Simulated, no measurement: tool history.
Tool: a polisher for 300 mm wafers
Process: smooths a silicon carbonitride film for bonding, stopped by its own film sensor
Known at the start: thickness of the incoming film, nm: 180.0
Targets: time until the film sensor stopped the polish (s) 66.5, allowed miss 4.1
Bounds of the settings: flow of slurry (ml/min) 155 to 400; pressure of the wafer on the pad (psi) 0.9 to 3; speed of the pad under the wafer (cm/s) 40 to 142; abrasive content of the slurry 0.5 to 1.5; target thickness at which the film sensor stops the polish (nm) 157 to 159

run  hour  flow of slurry (ml/min)  pressure of the wafer on the pad (psi)  speed of the pad under the wafer (cm/s)  abrasive content of the slurry  target thickness at which the film sensor stops the polish (nm)  time until the film sensor stopped the polish (s)
  1     0                      255                                     1.9                                       90                               1                                                              157                                             117.33
  2   2.6                      255                                     1.9                                       72                               1                                                              157                                             129.34
  3  11.1                      255                                       2                                       74                               1                                                              157                                             128.28
  4  14.4                      255                                       2                                       74                            1.15                                                              157                                             116.42
  5  19.9                      255                                     2.1                                       76                            1.15                                                              157                                             109.31
  6  21.1                      255                                     2.2                                       78                            1.15                                                              157                                             108.89
  7  29.3                      255                                     2.3                                       82                            1.15                                                              157                                             97.978
  8  32.1                      255                                     2.4                                       84                            1.15                                                              157                                             93.778
  9  39.1                      255                                     2.5                                       86                            1.15                                                              157                                              86.94
 10  44.9                      255                                     2.8                                       90                            1.15                                                              157                                             78.113
 11  53.2                      255                                     2.8                                       92                            1.15                                                              157                                             78.334
 12  55.9                      255                                     2.8                                       94                            1.15                                                              157                                             73.421
 13  58.5                      255                                     2.9                                       96                            1.15                                                              157                                             73.704

5 next moves are on the table. One of them brings every result within its allowed miss. Which?
  A  61.1                      220                                     2.7                                      102                               1                                                              157                                                  ?
  B  61.1                      310                                       3                                      112                            1.05                                                              159                                                  ?
  C  61.1                      320                                       3                                      112                            1.25                                                              159                                                  ?
  D  61.1                      230                                     2.8                                      112                            1.25                                                              157                                                  ?
  E  61.1                      350                                     2.8                                       92                            0.75                                                              159                                                  ?

move  time until the film sensor stopped the polish (s)
   A                                             81.111
   B                                             59.935
   C                                             55.611
   D                                             67.556
   E                                             82.056
A: further off than the last run
B: takes the result that was furthest off past its target
C: takes the result that was furthest off past its target
D: meets every target
E: further off than the last run
Move D is the one to make.
